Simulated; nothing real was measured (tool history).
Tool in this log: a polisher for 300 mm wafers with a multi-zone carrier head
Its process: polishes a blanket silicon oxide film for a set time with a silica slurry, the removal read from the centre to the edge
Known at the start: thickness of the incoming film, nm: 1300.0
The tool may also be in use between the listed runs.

run,day,flow of slurry (ml/min),pressure of the head's centre zone,pressure of the head's middle zone,pressure of the head's edge zone,abrasive content of the slurry,polishing time (s),film removed at the wafer's centre (nm),film removed at mid-radius (nm),film removed at the wafer's edge (nm)
1,0.000,185,1.00,1.00,1.00,1.00,76,304.63,306.76,319.16
2,0.233,185,1.00,1.00,0.94,1.00,76,315.63,297.64,312.38
3,0.554,185,1.00,0.93,0.94,1.00,76,307.96,285.09,309.54
4,0.612,185,1.00,0.87,0.94,1.00,76,310.58,273.07,314.07
5,0.679,205,1.01,0.95,0.99,1.10,76,340.65,318.03,334.62
6,0.729,215,1.00,0.98,1.04,1.15,76,342.98,334.88,357.74
7,0.954,230,1.00,1.03,1.06,1.15,76,352.08,345.37,359.85
8,1.225,235,0.99,1.08,1.07,1.20,76,357.11,375.41,377.10

Run 9 has not been measured yet. What should we expect?
9,1.471,245,0.99,1.10,1.08,1.20,76,?,?,?

{"run 9": {"film removed at the wafer's centre (nm)": 353.62, "film removed at mid-radius (nm)": 381.62, "film removed at the wafer's edge (nm)": 372.92}}
